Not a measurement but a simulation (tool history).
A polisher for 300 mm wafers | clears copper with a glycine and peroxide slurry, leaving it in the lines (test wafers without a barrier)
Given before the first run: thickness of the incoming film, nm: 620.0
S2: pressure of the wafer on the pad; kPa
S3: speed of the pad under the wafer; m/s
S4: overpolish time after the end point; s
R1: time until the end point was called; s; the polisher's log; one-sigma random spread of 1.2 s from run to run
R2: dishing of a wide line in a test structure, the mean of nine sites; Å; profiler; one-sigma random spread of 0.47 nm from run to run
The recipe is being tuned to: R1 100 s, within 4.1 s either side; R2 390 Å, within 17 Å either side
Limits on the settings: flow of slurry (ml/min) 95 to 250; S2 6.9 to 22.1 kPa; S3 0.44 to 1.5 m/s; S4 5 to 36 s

{"run": 1, "day": 0.0, "flow of slurry (ml/min)": 160, "S2": 14.5, "S3": 0.96, "S4": 18, "R1": 168.93, "R2": 377.03}
{"run": 2, "day": 0.212, "flow of slurry (ml/min)": 160, "S2": 15.9, "S3": 0.96, "S4": 18, "R1": 154.38, "R2": 395.05}
{"run": 3, "day": 0.271, "flow of slurry (ml/min)": 165, "S2": 17.2, "S3": 0.98, "S4": 16, "R1": 145.77, "R2": 379.17}
{"run": 4, "day": 0.554, "flow of slurry (ml/min)": 165, "S2": 17.2, "S3": 0.98, "S4": 11, "R1": 142.82, "R2": 306.05}
{"run": 5, "day": 0.825, "flow of slurry (ml/min)": 165, "S2": 14.5, "S3": 0.98, "S4": 11, "R1": 162.19, "R2": 276.21}
{"run": 6, "day": 1.008, "flow of slurry (ml/min)": 165, "S2": 16.5, "S3": 1.02, "S4": 11, "R1": 142.79, "R2": 296.46}
{"run": 7, "day": 1.333, "flow of slurry (ml/min)": 165, "S2": 17.9, "S3": 1.04, "S4": 11, "R1": 132.34, "R2": 313.77}
{"run": 8, "day": 1.571, "flow of slurry (ml/min)": 165, "S2": 18.6, "S3": 1.06, "S4": 11, "R1": 123.78, "R2": 327.08}
{"run": 9, "day": 1.846, "flow of slurry (ml/min)": 165, "S2": 19.3, "S3": 1.08, "S4": 11, "R1": 118.74, "R2": 332.41}
{"run": 10, "day": 2.112, "flow of slurry (ml/min)": 165, "S2": 20, "S3": 1.1, "S4": 11, "R1": 116.97, "R2": 338.87}
{"run": 11, "day": 2.4, "flow of slurry (ml/min)": 170, "S2": 20.7, "S3": 1.12, "S4": 11, "R1": 112.26, "R2": 353.8}
{"run": 12, "day": 2.567, "flow of slurry (ml/min)": 170, "S2": 20.7, "S3": 1.14, "S4": 11, "R1": 108.06, "R2": 353.81}
{"run": 13, "day": 2.646, "flow of slurry (ml/min)": 170, "S2": 21.4, "S3": 1.16, "S4": 12, "R1": 103.11, "R2": 395.94}
{"run": 14, "day": 2.712, "flow of slurry (ml/min)": 170, "S2": 22.1, "S3": 1.16, "S4": 11, "R1": 101.65, "R2": 381.36}

Exercise: of the 5 proposed moves below, exactly one satisfies all targets within the stated allowed misses. Which move is it?
{"run": "A", "day": 2.779, "flow of slurry (ml/min)": 190, "S2": 22.1, "S3": 1.16, "S4": 10, "R1": "?", "R2": "?"}
{"run": "B", "day": 2.779, "flow of slurry (ml/min)": 240, "S2": 17.9, "S3": 1.16, "S4": 15, "R1": "?", "R2": "?"}
{"run": "C", "day": 2.779, "flow of slurry (ml/min)": 140, "S2": 21.4, "S3": 1.12, "S4": 13, "R1": "?", "R2": "?"}
{"run": "D", "day": 2.779, "flow of slurry (ml/min)": 140, "S2": 20, "S3": 1.22, "S4": 12, "R1": "?", "R2": "?"}
{"run": "E", "day": 2.779, "flow of slurry (ml/min)": 165, "S2": 22.1, "S3": 1.18, "S4": 12, "R1": "?", "R2": "?"}

move=A R1=101.59 R2=351.49
move=B R1=116.96 R2=408.7
move=C R1=111.45 R2=389.59
move=D R1=109.33 R2=374.21
move=E R1=101.77 R2=391.24
A: lands further from the targets than the last run did
B: carries the result that was furthest off beyond its target, to the other side
C: the furthest-off result lands on target, but another misses its tolerance
D: the furthest-off result lands on target, but another misses its tolerance
E: each result inside its tolerance
The move that meets every target is E.
